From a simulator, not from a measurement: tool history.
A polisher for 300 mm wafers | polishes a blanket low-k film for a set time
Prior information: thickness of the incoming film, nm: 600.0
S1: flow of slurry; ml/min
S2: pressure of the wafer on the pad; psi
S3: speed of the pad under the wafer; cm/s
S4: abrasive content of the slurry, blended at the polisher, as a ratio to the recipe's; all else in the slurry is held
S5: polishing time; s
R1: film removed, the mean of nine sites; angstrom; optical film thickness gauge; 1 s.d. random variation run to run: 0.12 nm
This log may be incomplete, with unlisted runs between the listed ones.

run	hour	S1	S2	S3	S4	S5	R1
1	0	260	2.1	118	1	38	165.64
2	1.8	260	2	118	1	38	161.19
3	6	260	2	118	0.9	38	153.93
4	8.8	260	1.6	118	0.9	38	124.83
5	14.3	260	1.9	118	0.9	38	146.21
6	21.1	260	1.8	118	0.9	38	137.31
7	29.4	260	1.7	118	0.9	38	130.88

Predict the results of run 8:
8	33.9	260	1.6	118	0.9	38	?

{"run 8": {"R1": 123.51}}
